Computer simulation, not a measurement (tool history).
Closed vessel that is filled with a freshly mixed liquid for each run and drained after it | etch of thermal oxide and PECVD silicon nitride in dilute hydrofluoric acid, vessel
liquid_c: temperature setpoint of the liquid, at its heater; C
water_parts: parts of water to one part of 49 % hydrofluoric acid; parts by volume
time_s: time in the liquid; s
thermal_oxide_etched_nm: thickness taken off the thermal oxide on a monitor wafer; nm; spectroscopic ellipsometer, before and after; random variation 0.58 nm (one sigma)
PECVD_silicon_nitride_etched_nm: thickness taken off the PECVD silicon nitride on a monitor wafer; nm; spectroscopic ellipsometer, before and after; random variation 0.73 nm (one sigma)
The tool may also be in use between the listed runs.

| run | day | liquid_c | water_parts | time_s | thermal_oxide_etched_nm | PECVD_silicon_nitride_etched_nm |
|---|---|---|---|---|---|---|
| 1 | 0 | 25 | 70 | 550 | 37.757 | 28.568 |
| 2 | 0.246 | 25 | 45 | 550 | 60.233 | 43.836 |
| 3 | 0.346 | 23.5 | 45 | 550 | 56.769 | 39.925 |
| 4 | 0.538 | 21.5 | 45 | 550 | 52.615 | 34.375 |
| 5 | 0.571 | 24 | 40 | 550 | 65.61 | 46.038 |
| 6 | 0.921 | 26 | 40 | 550 | 71.38 | 53.491 |
| 7 | 1.238 | 27.5 | 40 | 550 | 75.994 | 58.24 |
| 8 | 1.304 | 29 | 40 | 550 | 80.801 | 64.859 |
| 9 | 1.4 | 30 | 40 | 550 | 84.07 | 69.819 |
| 10 | 1.667 | 30 | 40 | 550 | 83.689 | 69.669 |

The next listed run, before its measurement:
| 11 | 1.8 | 30.5 | 40 | 550 | ? | ? |

thermal_oxide_etched_nm: 85.027 nm
PECVD_silicon_nitride_etched_nm: 71.371 nm
